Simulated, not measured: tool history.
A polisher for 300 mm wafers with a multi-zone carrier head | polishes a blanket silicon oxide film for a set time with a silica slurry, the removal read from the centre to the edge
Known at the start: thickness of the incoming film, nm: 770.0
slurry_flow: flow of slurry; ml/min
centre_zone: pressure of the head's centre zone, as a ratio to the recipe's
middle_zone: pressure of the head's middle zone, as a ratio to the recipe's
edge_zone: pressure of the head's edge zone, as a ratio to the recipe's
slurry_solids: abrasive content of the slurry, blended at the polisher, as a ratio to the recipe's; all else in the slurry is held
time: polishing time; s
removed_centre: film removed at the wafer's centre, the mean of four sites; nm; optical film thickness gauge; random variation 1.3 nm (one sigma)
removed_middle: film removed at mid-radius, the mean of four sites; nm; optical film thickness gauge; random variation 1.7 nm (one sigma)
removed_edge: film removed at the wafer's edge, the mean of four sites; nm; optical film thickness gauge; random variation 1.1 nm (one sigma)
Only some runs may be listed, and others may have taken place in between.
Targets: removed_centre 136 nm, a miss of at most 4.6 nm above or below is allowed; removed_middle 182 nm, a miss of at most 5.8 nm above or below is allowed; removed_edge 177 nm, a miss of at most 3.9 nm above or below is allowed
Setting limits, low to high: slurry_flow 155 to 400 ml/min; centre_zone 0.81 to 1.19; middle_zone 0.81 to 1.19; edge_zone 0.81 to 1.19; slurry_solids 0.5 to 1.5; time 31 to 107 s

Run 1, day 0: slurry_flow 255 ml/min, centre_zone 1, middle_zone 1, edge_zone 1, slurry_solids 1, time 69 s. Result: removed_centre 211.18 nm, removed_middle 207.4 nm, removed_edge 213.27 nm.
Run 2, day 0.288: slurry_flow 255 ml/min, centre_zone 1.06, middle_zone 1, edge_zone 1, slurry_solids 1, time 69 s. Result: removed_centre 220.96 nm, removed_middle 204.84 nm, removed_edge 211.57 nm.
Run 3, day 0.529: slurry_flow 230 ml/min, centre_zone 0.97, middle_zone 1.04, edge_zone 1.04, slurry_solids 0.85, time 69 s. Result: removed_centre 182.57 nm, removed_middle 194.36 nm, removed_edge 193.47 nm.
Run 4, day 0.617: slurry_flow 210 ml/min, centre_zone 0.92, middle_zone 1.06, edge_zone 1.07, slurry_solids 0.8, time 69 s. Result: removed_centre 167.92 nm, removed_middle 184.76 nm, removed_edge 186.44 nm.
Run 5, day 0.829: slurry_flow 210 ml/min, centre_zone 0.92, middle_zone 1.06, edge_zone 1.07, slurry_solids 0.8, time 61 s. Result: removed_centre 144.2 nm, removed_middle 160.22 nm, removed_edge 165.03 nm.
Run 6, day 1.192: slurry_flow 210 ml/min, centre_zone 0.92, middle_zone 1.06, edge_zone 1.07, slurry_solids 0.8, time 54 s. Result: removed_centre 129.61 nm, removed_middle 146.14 nm, removed_edge 146.92 nm.
Run 7, day 1.462: slurry_flow 280 ml/min, centre_zone 0.83, middle_zone 1.16, edge_zone 1.17, slurry_solids 1.05, time 55 s. Result: removed_centre 147.66 nm, removed_middle 193.73 nm, removed_edge 190.31 nm.
Run 8, day 1.817: slurry_flow 255 ml/min, centre_zone 0.82, middle_zone 1.16, edge_zone 1.15, slurry_solids 1.05, time 55 s. Result: removed_centre 142.4 nm, removed_middle 193.31 nm, removed_edge 185.93 nm.
Run 9, day 1.9: slurry_flow 235 ml/min, centre_zone 0.82, middle_zone 1.15, edge_zone 1.14, slurry_solids 1.05, time 55 s. Result: removed_centre 141.69 nm, removed_middle 192.76 nm, removed_edge 184.25 nm.
Run 10, day 2.046: slurry_flow 225 ml/min, centre_zone 0.82, middle_zone 1.13, edge_zone 1.13, slurry_solids 1.05, time 55 s. Result: removed_centre 138.53 nm, removed_middle 186.5 nm, removed_edge 182.69 nm.

Consider the 4 candidate settings below. Which is the only one whose results all fall within their allowed miss of target?
Run A, day 2.192: slurry_flow 210 ml/min, centre_zone 0.84, middle_zone 1.08, edge_zone 1.12, slurry_solids 1.1, time 56 s. Result: removed_centre ?, removed_middle ?, removed_edge ?.
Run B, day 2.192: slurry_flow 245 ml/min, centre_zone 0.82, middle_zone 1.06, edge_zone 1.19, slurry_solids 1.1, time 54 s. Result: removed_centre ?, removed_middle ?, removed_edge ?.
Run C, day 2.192: slurry_flow 245 ml/min, centre_zone 0.81, middle_zone 1.1, edge_zone 1.08, slurry_solids 1.05, time 54 s. Result: removed_centre ?, removed_middle ?, removed_edge ?.
Run D, day 2.192: slurry_flow 235 ml/min, centre_zone 0.85, middle_zone 0.97, edge_zone 1.16, slurry_solids 1.1, time 55 s. Result: removed_centre ?, removed_middle ?, removed_edge ?.

move  removed_centre  removed_middle  removed_edge
   A          147.69          183.53        189.76
   B          142.48           178.1        192.06
   C          137.38          179.46        178.25
   D          149.44          167.32        192.44
A: lands further from the targets than the last run did
B: lands further from the targets than the last run did
C: meets every target
D: lands further from the targets than the last run did
Go with C: it meets all targets.

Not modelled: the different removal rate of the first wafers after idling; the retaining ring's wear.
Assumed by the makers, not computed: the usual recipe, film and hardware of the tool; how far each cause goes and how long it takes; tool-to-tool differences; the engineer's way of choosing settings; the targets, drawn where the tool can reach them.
